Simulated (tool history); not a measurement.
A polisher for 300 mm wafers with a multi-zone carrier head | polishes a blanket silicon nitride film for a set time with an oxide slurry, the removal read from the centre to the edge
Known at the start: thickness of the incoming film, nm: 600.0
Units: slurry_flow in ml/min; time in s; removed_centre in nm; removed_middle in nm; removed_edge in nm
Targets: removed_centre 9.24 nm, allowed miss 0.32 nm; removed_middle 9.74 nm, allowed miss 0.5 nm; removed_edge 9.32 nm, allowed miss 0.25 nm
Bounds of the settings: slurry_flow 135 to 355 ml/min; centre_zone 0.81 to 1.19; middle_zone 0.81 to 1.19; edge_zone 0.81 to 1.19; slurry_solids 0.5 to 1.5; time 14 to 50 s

| run | hour | slurry_flow | centre_zone | middle_zone | edge_zone | slurry_solids | time | removed_centre | removed_middle | removed_edge |
|---|---|---|---|---|---|---|---|---|---|---|
| 1 | 0 | 225 | 1 | 1 | 1 | 1 | 32 | 14.642 | 14.795 | 14.828 |
| 2 | 6.8 | 220 | 0.98 | 0.99 | 0.96 | 0.85 | 31 | 13.127 | 12.858 | 13.113 |
| 3 | 8.5 | 220 | 0.98 | 0.95 | 0.96 | 0.85 | 31 | 13.041 | 12.801 | 13.035 |
| 4 | 10 | 195 | 0.98 | 0.95 | 0.96 | 0.85 | 31 | 12.868 | 12.347 | 12.838 |
| 5 | 11.2 | 195 | 0.95 | 0.98 | 0.92 | 0.75 | 30 | 11.154 | 11.84 | 11.445 |
| 6 | 16.5 | 190 | 0.94 | 0.96 | 0.9 | 0.7 | 30 | 10.901 | 11.258 | 10.889 |
| 7 | 17.2 | 190 | 0.94 | 0.96 | 0.9 | 0.7 | 30 | 10.707 | 11.154 | 10.959 |
| 8 | 25.8 | 185 | 0.93 | 0.95 | 0.88 | 0.65 | 30 | 10.216 | 10.418 | 10.348 |
| 9 | 34.5 | 180 | 0.92 | 0.95 | 0.86 | 0.65 | 30 | 10.088 | 10.599 | 10.16 |
| 10 | 36.1 | 175 | 0.91 | 0.94 | 0.85 | 0.65 | 30 | 10.171 | 10 | 10.208 |
| 11 | 41.4 | 170 | 0.91 | 0.95 | 0.84 | 0.6 | 30 | 9.3387 | 9.8854 | 9.7421 |
| 12 | 45.6 | 170 | 0.92 | 0.95 | 0.83 | 0.6 | 30 | 9.7532 | 9.9538 | 9.6706 |

4 next moves are on the table. One of them brings every result within its allowed miss. Which?
| A | 49.8 | 185 | 0.97 | 0.89 | 0.83 | 0.7 | 28 | ? | ? | ? |
| B | 49.8 | 160 | 0.93 | 1.15 | 0.84 | 0.5 | 32 | ? | ? | ? |
| C | 49.8 | 155 | 1 | 0.87 | 0.84 | 0.5 | 30 | ? | ? | ? |
| D | 49.8 | 230 | 0.9 | 0.95 | 0.83 | 0.6 | 28 | ? | ? | ? |

| move | removed_centre | removed_middle | removed_edge |
|---|---|---|---|
| A | 10.374 | 9.7165 | 9.9537 |
| B | 9.3336 | 11.125 | 9.3325 |
| C | 9.2157 | 8.2961 | 8.7532 |
| D | 9.2536 | 9.6603 | 9.3296 |
A: further off than the last run
B: brings the result that was furthest off to its target, and leaves another outside
C: brings the result that was furthest off to its target, and leaves another outside
D: meets every target
Move D is the one to make.

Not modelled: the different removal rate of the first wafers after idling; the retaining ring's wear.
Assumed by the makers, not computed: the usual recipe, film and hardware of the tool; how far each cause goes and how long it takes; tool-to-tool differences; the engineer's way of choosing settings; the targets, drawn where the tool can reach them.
